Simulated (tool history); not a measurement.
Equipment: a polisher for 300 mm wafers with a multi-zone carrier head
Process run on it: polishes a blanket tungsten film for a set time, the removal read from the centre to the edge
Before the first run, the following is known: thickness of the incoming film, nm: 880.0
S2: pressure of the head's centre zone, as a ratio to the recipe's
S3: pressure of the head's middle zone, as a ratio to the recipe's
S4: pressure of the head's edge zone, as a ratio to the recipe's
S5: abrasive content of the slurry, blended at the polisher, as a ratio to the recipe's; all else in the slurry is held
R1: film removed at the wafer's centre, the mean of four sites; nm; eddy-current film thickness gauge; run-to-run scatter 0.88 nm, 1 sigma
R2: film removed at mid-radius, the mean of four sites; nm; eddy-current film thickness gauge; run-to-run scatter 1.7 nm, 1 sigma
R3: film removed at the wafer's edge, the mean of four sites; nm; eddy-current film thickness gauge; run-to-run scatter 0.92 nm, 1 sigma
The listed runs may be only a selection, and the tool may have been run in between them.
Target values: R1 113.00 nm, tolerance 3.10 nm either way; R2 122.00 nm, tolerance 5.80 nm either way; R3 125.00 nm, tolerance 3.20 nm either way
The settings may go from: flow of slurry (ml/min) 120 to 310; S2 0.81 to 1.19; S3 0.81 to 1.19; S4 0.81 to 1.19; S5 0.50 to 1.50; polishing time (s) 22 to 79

{"run": 1, "hour": 0.0, "flow of slurry (ml/min)": 200, "S2": 1.0, "S3": 1.0, "S4": 1.0, "S5": 1.0, "polishing time (s)": 50, "R1": 166.89, "R2": 171.21, "R3": 175.09}
{"run": 2, "hour": 1.3, "flow of slurry (ml/min)": 195, "S2": 0.98, "S3": 0.98, "S4": 0.97, "S5": 0.9, "polishing time (s)": 49, "R1": 158.33, "R2": 163.21, "R3": 165.21}
{"run": 3, "hour": 4.7, "flow of slurry (ml/min)": 185, "S2": 0.95, "S3": 0.96, "S4": 0.95, "S5": 0.8, "polishing time (s)": 48, "R1": 146.52, "R2": 148.79, "R3": 154.76}
{"run": 4, "hour": 8.7, "flow of slurry (ml/min)": 180, "S2": 0.92, "S3": 0.96, "S4": 0.93, "S5": 0.75, "polishing time (s)": 47, "R1": 135.4, "R2": 140.13, "R3": 146.91}
{"run": 5, "hour": 14.1, "flow of slurry (ml/min)": 180, "S2": 0.92, "S3": 0.96, "S4": 0.85, "S5": 0.75, "polishing time (s)": 47, "R1": 135.53, "R2": 144.74, "R3": 141.42}
{"run": 6, "hour": 16.7, "flow of slurry (ml/min)": 175, "S2": 0.9, "S3": 0.95, "S4": 0.84, "S5": 0.7, "polishing time (s)": 47, "R1": 128.65, "R2": 140.9, "R3": 140.64}
{"run": 7, "hour": 23.5, "flow of slurry (ml/min)": 170, "S2": 0.9, "S3": 0.95, "S4": 0.84, "S5": 0.65, "polishing time (s)": 46, "R1": 125.66, "R2": 133.84, "R3": 135.7}
{"run": 8, "hour": 25.5, "flow of slurry (ml/min)": 170, "S2": 0.9, "S3": 0.95, "S4": 0.84, "S5": 0.65, "polishing time (s)": 46, "R1": 125.03, "R2": 131.29, "R3": 135.36}
{"run": 9, "hour": 29.2, "flow of slurry (ml/min)": 165, "S2": 0.89, "S3": 0.96, "S4": 0.83, "S5": 0.6, "polishing time (s)": 46, "R1": 120.99, "R2": 133.37, "R3": 130.31}
{"run": 10, "hour": 37.5, "flow of slurry (ml/min)": 160, "S2": 0.89, "S3": 0.95, "S4": 0.83, "S5": 0.6, "polishing time (s)": 46, "R1": 120.48, "R2": 135.9, "R3": 129.56}
{"hour": 41.4, "done": "slurry nozzle cleaned"}
{"run": 11, "hour": 41.4, "flow of slurry (ml/min)": 160, "S2": 0.89, "S3": 0.93, "S4": 0.83, "S5": 0.6, "polishing time (s)": 46, "R1": 125.87, "R2": 138.08, "R3": 134.14}
{"run": 12, "hour": 44.1, "flow of slurry (ml/min)": 170, "S2": 0.89, "S3": 0.95, "S4": 0.83, "S5": 0.6, "polishing time (s)": 46, "R1": 129.11, "R2": 138.43, "R3": 134.33}

4 next moves are on the table. One of them brings every result within its allowed miss. Which?
{"run": "A", "hour": 46.8, "flow of slurry (ml/min)": 120, "S2": 0.84, "S3": 1.04, "S4": 0.81, "S5": 0.5, "polishing time (s)": 51, "R1": "?", "R2": "?", "R3": "?"}
{"run": "B", "hour": 46.8, "flow of slurry (ml/min)": 155, "S2": 0.83, "S3": 0.81, "S4": 0.97, "S5": 0.85, "polishing time (s)": 45, "R1": "?", "R2": "?", "R3": "?"}
{"run": "C", "hour": 46.8, "flow of slurry (ml/min)": 145, "S2": 0.82, "S3": 0.9, "S4": 0.85, "S5": 0.65, "polishing time (s)": 45, "R1": "?", "R2": "?", "R3": "?"}
{"run": "D", "hour": 46.8, "flow of slurry (ml/min)": 180, "S2": 0.87, "S3": 0.91, "S4": 0.87, "S5": 0.8, "polishing time (s)": 39, "R1": "?", "R2": "?", "R3": "?"}

move=A R1=120.72 R2=147.95 R3=135.05
move=B R1=122.68 R2=122.74 R3=147.94
move=C R1=113.94 R2=125.85 R3=131.16
move=D R1=113.02 R2=118.71 R3=122.60
A: nearer than the last run, and not there yet
B: its largest miss is bigger than the last run's
C: brings the last run's worst result on target, with another outside its allowed miss
D: in spec on every target
The move that meets every target is D.
